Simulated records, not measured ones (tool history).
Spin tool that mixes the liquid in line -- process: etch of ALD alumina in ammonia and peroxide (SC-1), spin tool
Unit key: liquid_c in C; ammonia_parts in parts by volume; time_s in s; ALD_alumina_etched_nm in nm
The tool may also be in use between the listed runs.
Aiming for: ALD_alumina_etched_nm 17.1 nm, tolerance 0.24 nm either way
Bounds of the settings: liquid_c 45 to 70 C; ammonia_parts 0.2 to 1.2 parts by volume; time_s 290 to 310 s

run  hour  liquid_c  ammonia_parts  time_s  ALD_alumina_etched_nm
  1     0        61            0.8     290                 20.828
  2   6.6        61            0.8     310                 22.386
  3   7.7        60            0.8     310                 21.121
  4  15.1        59            0.8     310                 20.165
  5    22        59            0.8     290                 18.796
  6  25.8      63.5            0.8     290                 23.646
  7  30.7      62.5            0.8     290                 22.424
  8  34.5      61.5            0.8     290                 21.462
  9  40.2      60.5            0.8     290                 20.453
 10  42.1        60            0.8     290                 19.813
     49.1  -- thermometer replaced
 11  49.1      59.5            0.8     290                 20.502
 12  49.6      58.5            0.8     290                 19.411
 13  56.4        58            0.8     290                  18.85
 14  58.1      57.5            0.8     290                 18.402
 15  59.4        57            0.8     290                 17.881
 16    68      56.5            0.8     290                  17.43

Below are 5 possible settings for the next run. Only one of them brings all results inside the allowed miss of their targets. Which is it?
  A  76.6        57            0.9     290                      ?
  B  76.6      55.5            0.9     310                      ?
  C  76.6        56            0.8     290                      ?
  D  76.6      56.5           0.95     290                      ?
  E  76.6      55.5           0.85     310                      ?

move  ALD_alumina_etched_nm
   A                 18.112
   B                 17.891
   C                 16.994
   D                 17.733
   E                 17.794
A: its largest miss is bigger than the last run's
B: its largest miss is bigger than the last run's
C: every result within its allowed miss
D: its largest miss is bigger than the last run's
E: its largest miss is bigger than the last run's
The right move is C.
